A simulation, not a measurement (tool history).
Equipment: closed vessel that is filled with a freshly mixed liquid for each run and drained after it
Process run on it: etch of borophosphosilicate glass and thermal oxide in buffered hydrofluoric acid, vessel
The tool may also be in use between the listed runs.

run    day  temperature setpoint of the liquid (°C)  parts of 40 % ammonium fluoride to one part of 49 % hydrofluoric acid (parts by volume)  time in the liquid (s)  thickness taken off the borophosphosilicate glass on a monitor wafer (angstrom)  thickness taken off the thermal oxide on a monitor wafer (angstrom)
  1  0.000                                     24.0                                                                                     13.5                      60                                                                           951.23                                                               478.39
  2  0.158                                     26.0                                                                                     13.5                      60                                                                          1070.20                                                               534.98
  3  0.488                                     27.5                                                                                     13.5                      60                                                                          1166.30                                                               584.62
  4  0.512                                     28.5                                                                                     13.5                      60                                                                          1218.20                                                               609.72
  5  0.796                                     29.5                                                                                     13.5                      60                                                                          1262.20                                                               637.47
  6  1.054                                     26.0                                                                                     13.5                      60                                                                          1045.30                                                               533.03
  7  1.292                                     30.0                                                                                     12.5                      60                                                                          1393.20                                                               711.90

What does the tool deliver on the next run?
  8  1.429                                     30.5                                                                                     12.5                      60                                                                                ?                                                                    ?

{"run 8": {"thickness taken off the borophosphosilicate glass on a monitor wafer (angstrom)": 1441.8, "thickness taken off the thermal oxide on a monitor wafer (angstrom)": 723.01}}

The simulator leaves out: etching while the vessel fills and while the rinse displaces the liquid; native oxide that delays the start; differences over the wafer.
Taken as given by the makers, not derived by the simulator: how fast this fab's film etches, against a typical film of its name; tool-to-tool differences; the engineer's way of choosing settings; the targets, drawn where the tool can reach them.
